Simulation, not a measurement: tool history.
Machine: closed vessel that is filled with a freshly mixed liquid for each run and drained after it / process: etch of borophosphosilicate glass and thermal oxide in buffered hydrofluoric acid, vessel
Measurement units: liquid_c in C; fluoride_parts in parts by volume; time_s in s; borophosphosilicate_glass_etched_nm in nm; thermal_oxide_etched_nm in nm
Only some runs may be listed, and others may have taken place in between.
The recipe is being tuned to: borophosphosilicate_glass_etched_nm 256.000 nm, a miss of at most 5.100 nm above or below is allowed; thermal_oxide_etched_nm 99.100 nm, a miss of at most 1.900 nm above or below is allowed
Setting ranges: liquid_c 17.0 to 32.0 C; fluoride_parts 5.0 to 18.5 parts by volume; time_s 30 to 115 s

run    day  liquid_c  fluoride_parts  time_s  borophosphosilicate_glass_etched_nm  thermal_oxide_etched_nm
  1  0.000      24.0            11.5      60                              162.280                   63.112
  2  0.179      24.0            11.5      40                              107.890                   41.776
  3  0.304      21.0            11.5      40                               91.919                   35.425
  4  0.483      25.0            10.0      40                              129.700                   50.503
  5  0.596      27.5             9.0      40                              159.530                   62.125
  6  0.721      27.5            12.0      40                              125.650                   48.690
  7  0.796      29.0            10.0      40                              162.930                   62.981
  8  1.079      30.0             9.0      40                              182.380                   70.971
  9  1.442      30.5             8.0      40                              213.220                   82.210
 10  1.725      31.0             7.5      40                              235.000                   90.933
 11  1.775      31.5             7.5      40                              240.070                   93.483
 12  1.808      32.0             7.0      40                              265.980                  102.490

Consider the 5 candidate settings below. Which is the only one whose results all fall within their allowed miss of target?
  A  1.842      28.0             9.5      65                                    ?                        ?
  B  1.842      27.5            12.0      85                                    ?                        ?
  C  1.842      28.0            10.5      75                                    ?                        ?
  D  1.842      32.0             5.0      30                                    ?                        ?
  E  1.842      31.0             5.5      35                                    ?                        ?

move  borophosphosilicate_glass_etched_nm  thermal_oxide_etched_nm
   A                              258.890                   99.208
   B                              266.930                  102.420
   C                              275.650                  105.700
   D                              268.430                  102.120
   E                              273.970                  104.400
A: every result lands within tolerance
B: its largest miss is bigger than the last run's
C: its largest miss is bigger than the last run's
D: its largest miss is bigger than the last run's
E: its largest miss is bigger than the last run's
Move A is the one to make.
